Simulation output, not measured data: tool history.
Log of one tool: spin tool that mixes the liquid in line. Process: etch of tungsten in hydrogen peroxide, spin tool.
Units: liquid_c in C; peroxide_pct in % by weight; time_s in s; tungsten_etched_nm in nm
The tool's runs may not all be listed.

run 1 day=0.000 | liquid_c=48.0 peroxide_pct=16.5 time_s=15 | tungsten_etched_nm=21.738
run 2 day=0.338 | liquid_c=48.0 peroxide_pct=13.0 time_s=15 | tungsten_etched_nm=19.091
run 3 day=0.542 | liquid_c=47.5 peroxide_pct=13.0 time_s=15 | tungsten_etched_nm=18.717
run 4 day=0.700 | liquid_c=47.5 peroxide_pct=13.0 time_s=15 | tungsten_etched_nm=18.662
run 5 day=0.746 | liquid_c=47.5 peroxide_pct=16.0 time_s=15 | tungsten_etched_nm=20.651
run 6 day=0.904 | liquid_c=47.5 peroxide_pct=17.5 time_s=15 | tungsten_etched_nm=21.530
run 7 day=1.154 | liquid_c=46.5 peroxide_pct=17.5 time_s=15 | tungsten_etched_nm=20.262
run 8 day=1.312 | liquid_c=46.5 peroxide_pct=17.5 time_s=15 | tungsten_etched_nm=20.350

Run 9 has not been measured yet. What should we expect?
run 9 day=1.525 | liquid_c=46.0 peroxide_pct=17.5 time_s=15 | tungsten_etched_nm=?

tungsten_etched_nm: 19.735 nm
